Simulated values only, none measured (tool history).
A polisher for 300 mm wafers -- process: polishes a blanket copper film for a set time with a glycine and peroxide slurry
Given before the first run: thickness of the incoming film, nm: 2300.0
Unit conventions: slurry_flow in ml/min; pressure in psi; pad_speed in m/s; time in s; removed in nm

run	day	slurry_flow	pressure	pad_speed	time	removed
1	0.000	320	2.3	1.08	67	341.94
2	0.221	280	2.3	1.08	67	339.86
3	0.258	280	2.4	1.08	67	341.31
4	0.346	280	2.5	1.08	67	359.99
5	0.421	200	2.5	1.08	67	344.47
6	0.629	200	2.3	1.08	67	331.94
7	0.912	200	2.4	1.10	67	341.20
8	1.071	200	2.5	1.10	67	352.76
9	1.138	200	2.6	1.10	67	359.92
10	1.412	200	2.7	1.10	67	371.77
11	1.512	200	2.8	1.10	67	394.20

Run 12 comes next. What will it give?
12	1.817	200	3.0	1.12	67	?

{"run 12": {"removed": 396.61}}
